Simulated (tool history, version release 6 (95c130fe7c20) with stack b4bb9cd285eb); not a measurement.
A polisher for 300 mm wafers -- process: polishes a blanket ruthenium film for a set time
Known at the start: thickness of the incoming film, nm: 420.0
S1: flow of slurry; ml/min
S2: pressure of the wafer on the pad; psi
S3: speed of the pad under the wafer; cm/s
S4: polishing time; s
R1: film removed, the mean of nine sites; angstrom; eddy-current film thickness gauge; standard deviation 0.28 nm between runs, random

| run | hour | S1 | S2 | S3 | S4 | R1 |
|---|---|---|---|---|---|---|
| 1 | 0.0 | 300 | 2.1 | 110 | 35 | 390.41 |
| 2 | 3.9 | 300 | 2.1 | 110 | 35 | 388.35 |
| 3 | 5.6 | 235 | 2.1 | 110 | 35 | 386.06 |
| 4 | 9.2 | 235 | 2.1 | 110 | 32 | 357.02 |
| 5 | 16.7 | 235 | 1.8 | 106 | 32 | 294.25 |
| 6 | 22.7 | 235 | 1.6 | 104 | 32 | 259.76 |
| 7 | 28.5 | 235 | 1.4 | 104 | 32 | 231.64 |

Estimate the outcome of run 8 from the log above:
| 8 | 32.4 | 235 | 1.3 | 104 | 32 | ? |

Run 8 produced R1 211.83 angstrom.
